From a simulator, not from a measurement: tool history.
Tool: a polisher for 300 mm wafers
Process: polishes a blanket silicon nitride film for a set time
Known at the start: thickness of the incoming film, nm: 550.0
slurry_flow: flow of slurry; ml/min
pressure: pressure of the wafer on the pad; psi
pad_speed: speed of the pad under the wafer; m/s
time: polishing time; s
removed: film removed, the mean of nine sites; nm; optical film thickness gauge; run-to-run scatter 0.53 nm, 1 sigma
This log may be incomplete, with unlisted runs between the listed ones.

run  hour  slurry_flow  pressure  pad_speed  time  removed
  1     0          145       3.7       1.28    46   107.53
  2   4.7          140       3.4       1.28    46   98.434
  3   6.5          135       3.1       1.28    46   89.317
  4  12.6          130       2.9       1.28    46   84.078
  5  13.8          130       2.9       1.06    46   73.011
  6  16.8          130       2.9       1.28    46   85.115
  7  21.2          125       2.7       1.28    46   79.018
  8  22.1          120       2.6       1.28    46   76.274

Estimate the outcome of run 9 from the log above:
  9  24.6          115       2.5       1.28    46        ?

{"run 9": {"removed": 72.74}}
